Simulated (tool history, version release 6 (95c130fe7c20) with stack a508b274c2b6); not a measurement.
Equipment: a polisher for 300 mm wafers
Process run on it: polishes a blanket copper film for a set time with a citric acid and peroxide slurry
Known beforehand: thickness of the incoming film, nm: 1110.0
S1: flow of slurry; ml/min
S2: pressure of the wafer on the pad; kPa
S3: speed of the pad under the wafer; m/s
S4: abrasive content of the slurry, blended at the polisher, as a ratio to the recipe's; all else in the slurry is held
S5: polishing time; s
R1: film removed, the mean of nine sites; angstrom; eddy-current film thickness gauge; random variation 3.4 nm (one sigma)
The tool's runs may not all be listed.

run 1 hour=0.0 | S1=140 S2=17.2 S3=1.26 S4=1.0 S5=49 | R1=1417.6
run 2 hour=3.1 | S1=140 S2=17.2 S3=1.58 S4=1.0 S5=49 | R1=1738.3
run 3 hour=5.3 | S1=140 S2=17.2 S3=1.76 S4=1.0 S5=49 | R1=1940.2
run 4 hour=14.1 | S1=145 S2=19.3 S3=1.78 S4=1.0 S5=49 | R1=2205.2
run 5 hour=18.1 | S1=145 S2=19.3 S3=1.96 S4=1.0 S5=49 | R1=2438.1
run 6 hour=19.2 | S1=150 S2=20.7 S3=1.96 S4=1.0 S5=49 | R1=2586.9
run 7 hour=24.6 | S1=150 S2=22.1 S3=1.96 S4=1.0 S5=49 | R1=2753.6
run 8 hour=29.3 | S1=150 S2=22.8 S3=1.96 S4=1.0 S5=49 | R1=2895.5

Run 9 comes next. What will it give?
run 9 hour=30.4 | S1=150 S2=23.4 S3=1.96 S4=1.0 S5=49 | R1=?

{"run 9": {"R1": 2916.9}}
